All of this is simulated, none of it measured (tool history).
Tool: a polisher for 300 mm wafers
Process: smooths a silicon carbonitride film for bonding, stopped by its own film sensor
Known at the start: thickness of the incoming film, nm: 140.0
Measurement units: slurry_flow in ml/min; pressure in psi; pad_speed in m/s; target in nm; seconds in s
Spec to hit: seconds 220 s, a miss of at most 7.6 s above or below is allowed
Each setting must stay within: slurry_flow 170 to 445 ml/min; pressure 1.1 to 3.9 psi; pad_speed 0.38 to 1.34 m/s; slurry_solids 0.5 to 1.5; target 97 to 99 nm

{"run": 1, "hour": 0.0, "slurry_flow": 285, "pressure": 2.5, "pad_speed": 0.86, "slurry_solids": 1, "target": 99, "seconds": 160.61}
{"run": 2, "hour": 0.8, "slurry_flow": 285, "pressure": 2.5, "pad_speed": 1.02, "slurry_solids": 1, "target": 99, "seconds": 138.64}
{"run": 3, "hour": 5.3, "slurry_flow": 285, "pressure": 2.5, "pad_speed": 1.02, "slurry_solids": 1.15, "target": 99, "seconds": 134.11}
{"run": 4, "hour": 9.0, "slurry_flow": 285, "pressure": 2.1, "pad_speed": 1.02, "slurry_solids": 1.15, "target": 99, "seconds": 158.49}
{"run": 5, "hour": 12.2, "slurry_flow": 315, "pressure": 2.1, "pad_speed": 1.02, "slurry_solids": 1.15, "target": 99, "seconds": 157.45}
{"run": 6, "hour": 18.3, "slurry_flow": 315, "pressure": 1.9, "pad_speed": 1.02, "slurry_solids": 1.15, "target": 99, "seconds": 172.84}
{"run": 7, "hour": 21.2, "slurry_flow": 315, "pressure": 1.7, "pad_speed": 1.02, "slurry_solids": 1.15, "target": 99, "seconds": 191.33}
{"run": 8, "hour": 26.2, "slurry_flow": 315, "pressure": 1.6, "pad_speed": 1.02, "slurry_solids": 1.15, "target": 99, "seconds": 203.03}

Next run, 5 choices. One meets every target within its allowed miss, the rest don't. Which?
{"run": "A", "hour": 31.2, "slurry_flow": 280, "pressure": 1.6, "pad_speed": 0.94, "slurry_solids": 1.05, "target": 97, "seconds": "?"}
{"run": "B", "hour": 31.2, "slurry_flow": 345, "pressure": 1.6, "pad_speed": 0.78, "slurry_solids": 1.4, "target": 97, "seconds": "?"}
{"run": "C", "hour": 31.2, "slurry_flow": 260, "pressure": 1.7, "pad_speed": 0.76, "slurry_solids": 1.15, "target": 99, "seconds": "?"}
{"run": "D", "hour": 31.2, "slurry_flow": 260, "pressure": 1.6, "pad_speed": 0.88, "slurry_solids": 1.15, "target": 99, "seconds": "?"}
{"run": "E", "hour": 31.2, "slurry_flow": 325, "pressure": 1.3, "pad_speed": 1.18, "slurry_solids": 1.1, "target": 99, "seconds": "?"}

move=A seconds=237.96
move=B seconds=246.92
move=C seconds=247.19
move=D seconds=232.94
move=E seconds=224.28
A: takes the biggest miss from the last run beyond its target
B: takes the biggest miss from the last run beyond its target
C: takes the biggest miss from the last run beyond its target
D: takes the biggest miss from the last run beyond its target
E: all results land within tolerance of their targets
Correct choice: E, which meets every target
